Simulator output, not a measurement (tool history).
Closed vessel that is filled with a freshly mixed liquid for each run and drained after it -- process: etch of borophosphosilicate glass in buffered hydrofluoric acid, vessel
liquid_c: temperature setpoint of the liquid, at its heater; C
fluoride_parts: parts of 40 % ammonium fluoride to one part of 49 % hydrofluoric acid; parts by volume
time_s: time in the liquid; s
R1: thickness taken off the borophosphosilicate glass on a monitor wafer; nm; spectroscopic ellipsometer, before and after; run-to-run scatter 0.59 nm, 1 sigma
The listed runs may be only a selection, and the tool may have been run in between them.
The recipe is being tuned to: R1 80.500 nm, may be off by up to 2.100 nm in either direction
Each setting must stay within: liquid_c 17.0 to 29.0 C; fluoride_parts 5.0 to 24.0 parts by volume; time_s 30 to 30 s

{"run": 1, "hour": 0.0, "liquid_c": 21.0, "fluoride_parts": 14.5, "time_s": 30, "R1": 29.938}
{"run": 2, "hour": 3.6, "liquid_c": 21.0, "fluoride_parts": 14.5, "time_s": 30, "R1": 29.854}
{"run": 3, "hour": 6.0, "liquid_c": 24.0, "fluoride_parts": 14.5, "time_s": 30, "R1": 35.334}
{"run": 4, "hour": 6.9, "liquid_c": 25.5, "fluoride_parts": 12.5, "time_s": 30, "R1": 44.077}
{"run": 5, "hour": 15.5, "liquid_c": 26.5, "fluoride_parts": 11.0, "time_s": 30, "R1": 53.282}
{"run": 6, "hour": 18.9, "liquid_c": 26.5, "fluoride_parts": 11.0, "time_s": 30, "R1": 52.37}
{"run": 7, "hour": 22.8, "liquid_c": 29.0, "fluoride_parts": 6.0, "time_s": 30, "R1": 105.68}
{"run": 8, "hour": 27.2, "liquid_c": 28.0, "fluoride_parts": 6.0, "time_s": 30, "R1": 100.34}
{"run": 9, "hour": 32.6, "liquid_c": 27.0, "fluoride_parts": 6.0, "time_s": 30, "R1": 95.193}
{"run": 10, "hour": 38.1, "liquid_c": 27.0, "fluoride_parts": 6.0, "time_s": 30, "R1": 94.777}
{"run": 11, "hour": 46.9, "liquid_c": 26.0, "fluoride_parts": 6.0, "time_s": 30, "R1": 90.455}

Below are 5 possible settings for the next run. Only one of them brings all results inside the allowed miss of their targets. Which is it?
{"run": "A", "hour": 55.7, "liquid_c": 25.5, "fluoride_parts": 6.0, "time_s": 30, "R1": "?"}
{"run": "B", "hour": 55.7, "liquid_c": 25.0, "fluoride_parts": 6.5, "time_s": 30, "R1": "?"}
{"run": "C", "hour": 55.7, "liquid_c": 23.0, "fluoride_parts": 6.0, "time_s": 30, "R1": "?"}
{"run": "D", "hour": 55.7, "liquid_c": 25.0, "fluoride_parts": 7.0, "time_s": 30, "R1": "?"}
{"run": "E", "hour": 55.7, "liquid_c": 27.0, "fluoride_parts": 8.0, "time_s": 30, "R1": "?"}

move=A R1=87.947
move=B R1=79.868
move=C R1=76.949
move=D R1=74.838
move=E R1=73.587
A: better than the last run, though not everything is in spec
B: every result within its allowed miss
C: moves the result that the last run missed by most past its target, out the other side
D: moves the result that the last run missed by most past its target, out the other side
E: moves the result that the last run missed by most past its target, out the other side
Correct choice: B, which meets every target
